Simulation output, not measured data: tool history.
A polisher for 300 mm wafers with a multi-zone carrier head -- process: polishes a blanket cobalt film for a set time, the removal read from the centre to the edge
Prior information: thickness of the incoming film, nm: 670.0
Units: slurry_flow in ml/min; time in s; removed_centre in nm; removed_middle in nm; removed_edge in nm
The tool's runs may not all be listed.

| run | hour | slurry_flow | centre_zone | middle_zone | edge_zone | time | removed_centre | removed_middle | removed_edge |
|---|---|---|---|---|---|---|---|---|---|
| 1 | 0.0 | 235 | 1.00 | 1.00 | 1.00 | 40 | 211.77 | 217.21 | 217.53 |
| 2 | 3.2 | 210 | 1.00 | 1.00 | 1.00 | 40 | 208.24 | 213.59 | 213.55 |
| 3 | 11.8 | 210 | 1.00 | 1.00 | 0.93 | 40 | 208.12 | 212.50 | 204.85 |
| 4 | 20.4 | 210 | 1.00 | 1.00 | 0.89 | 40 | 206.62 | 214.30 | 200.01 |
| 5 | 22.0 | 210 | 1.00 | 1.07 | 0.89 | 40 | 207.23 | 229.10 | 207.26 |
| 6 | 26.1 | 210 | 1.00 | 1.03 | 0.89 | 40 | 206.29 | 221.71 | 206.99 |
| 7 | 32.2 | 210 | 1.00 | 1.03 | 0.89 | 40 | 206.44 | 218.80 | 201.13 |
| 8 | 34.0 | 230 | 1.05 | 1.02 | 0.93 | 42 | 230.61 | 232.59 | 219.26 |
| 9 | 36.0 | 295 | 1.15 | 0.92 | 1.00 | 50 | 301.05 | 265.99 | 281.92 |
| 10 | 44.4 | 295 | 1.16 | 0.91 | 0.97 | 51 | 313.31 | 262.52 | 279.81 |
| 11 | 50.3 | 300 | 1.17 | 0.91 | 0.97 | 51 | 314.37 | 268.98 | 277.39 |

Expected results for the next run?
| 12 | 51.8 | 310 | 1.19 | 0.87 | 0.96 | 51 | ? | ? | ? |

removed_centre: 322.15 nm
removed_middle: 254.08 nm
removed_edge: 274.66 nm
